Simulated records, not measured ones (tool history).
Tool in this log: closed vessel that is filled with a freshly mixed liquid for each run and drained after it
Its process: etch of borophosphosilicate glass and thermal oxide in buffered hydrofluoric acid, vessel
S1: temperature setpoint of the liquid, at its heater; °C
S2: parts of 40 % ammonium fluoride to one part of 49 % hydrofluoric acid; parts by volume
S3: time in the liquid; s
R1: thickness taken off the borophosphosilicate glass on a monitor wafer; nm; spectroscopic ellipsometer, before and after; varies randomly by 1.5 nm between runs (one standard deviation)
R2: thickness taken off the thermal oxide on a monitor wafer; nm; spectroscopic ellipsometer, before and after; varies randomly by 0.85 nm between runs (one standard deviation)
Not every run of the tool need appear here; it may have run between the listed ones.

{"run": 1, "hour": 0.0, "S1": 23.0, "S2": 12.5, "S3": 60, "R1": 99.217, "R2": 56.136}
{"run": 2, "hour": 7.7, "S1": 20.0, "S2": 12.5, "S3": 60, "R1": 84.983, "R2": 46.983}
{"run": 3, "hour": 8.5, "S1": 18.0, "S2": 12.5, "S3": 60, "R1": 75.961, "R2": 42.627}
{"run": 4, "hour": 14.8, "S1": 20.5, "S2": 12.0, "S3": 60, "R1": 89.661, "R2": 51.769}
{"hour": 21.4, "done": "hydrofluoric acid flow meter replaced"}
{"run": 5, "hour": 21.4, "S1": 22.5, "S2": 12.0, "S3": 60, "R1": 92.291, "R2": 53.385}
{"run": 6, "hour": 29.9, "S1": 22.5, "S2": 12.0, "S3": 70, "R1": 109.64, "R2": 61.289}

Run 7 has not been measured yet. What should we expect?
{"run": 7, "hour": 36.5, "S1": 22.5, "S2": 12.0, "S3": 70, "R1": "?", "R2": "?"}

For run 7 the tool returned R1 109.460 nm, R2 61.429 nm.

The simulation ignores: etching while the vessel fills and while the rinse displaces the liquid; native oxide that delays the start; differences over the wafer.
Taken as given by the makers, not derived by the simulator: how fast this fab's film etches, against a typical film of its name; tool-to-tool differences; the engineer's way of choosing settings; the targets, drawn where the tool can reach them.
